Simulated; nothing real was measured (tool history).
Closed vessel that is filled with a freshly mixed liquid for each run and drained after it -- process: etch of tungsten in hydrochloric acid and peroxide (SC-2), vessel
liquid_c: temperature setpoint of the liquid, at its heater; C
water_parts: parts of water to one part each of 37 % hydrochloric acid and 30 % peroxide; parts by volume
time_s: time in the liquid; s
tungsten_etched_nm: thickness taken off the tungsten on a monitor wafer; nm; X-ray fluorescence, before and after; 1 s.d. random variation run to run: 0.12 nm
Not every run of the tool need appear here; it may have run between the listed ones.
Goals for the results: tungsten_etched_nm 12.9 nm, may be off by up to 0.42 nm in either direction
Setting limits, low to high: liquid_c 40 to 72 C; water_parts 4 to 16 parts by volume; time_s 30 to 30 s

run	day	liquid_c	water_parts	time_s	tungsten_etched_nm
1	0	56	9	30	9.2562
2	0.142	56	9	30	9.1725
3	0.488	56	9	30	9.118
4	0.571	57.5	9	30	10.153
5	0.896	58.5	9	30	10.599
6	1.033	55.5	9	30	8.8815
7	1.204	63	9	30	14.105
8	1.4	62.5	9	30	13.944
9	1.562	62	9	30	13.693
# day 1.683: new drum of peroxide connected
10	1.683	61.5	9	30	13.518

Next run, 4 choices. One meets every target within its allowed miss, the rest don't. Which?
A	1.804	61.5	8	30	?
B	1.804	57.5	7	30	?
C	1.804	64	10.5	30	?
D	1.804	63.5	10	30	?

move	tungsten_etched_nm
A	14.773
B	12.762
C	13.79
D	13.93
A: misses by more than the last run did
B: all results land within tolerance of their targets
C: misses by more than the last run did
D: misses by more than the last run did
Answer: B

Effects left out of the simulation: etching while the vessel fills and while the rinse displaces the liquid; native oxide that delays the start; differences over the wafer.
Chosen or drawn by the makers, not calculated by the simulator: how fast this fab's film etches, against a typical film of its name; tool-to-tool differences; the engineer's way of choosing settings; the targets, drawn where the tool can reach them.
